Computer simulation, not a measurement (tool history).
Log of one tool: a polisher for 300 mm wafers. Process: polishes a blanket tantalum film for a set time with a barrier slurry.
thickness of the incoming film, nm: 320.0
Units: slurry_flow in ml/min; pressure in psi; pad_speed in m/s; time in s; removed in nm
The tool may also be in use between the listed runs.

run    day  slurry_flow  pressure  pad_speed  slurry_solids  time  removed
  1  0.000          290       2.0       1.20            1.0    28   61.854
  2  0.338          290       1.5       1.20            1.0    28   47.042
  3  0.371          290       1.8       1.20            1.0    28   56.945
  4  0.412          290       1.4       1.20            1.0    28   44.177
  5  0.479          290       1.7       1.20            1.0    28   53.036
  6  0.533          290       1.3       1.20            1.0    28   41.317
  7  0.583          290       1.6       1.20            1.0    28   50.028
  8  0.912          290       1.8       1.20            1.0    28   55.771
  9  1.117          290       2.0       1.20            1.0    28   62.047
 10  1.154          290       2.1       1.20            1.0    28   65.498
 11  1.371          290       2.2       1.20            1.0    28   69.689
 12  1.546          290       2.3       1.20            1.0    28   72.445

The next listed run, before its measurement:
 13  1.717          290       2.4       1.20            1.0    28        ?

removed: 74.184 nm
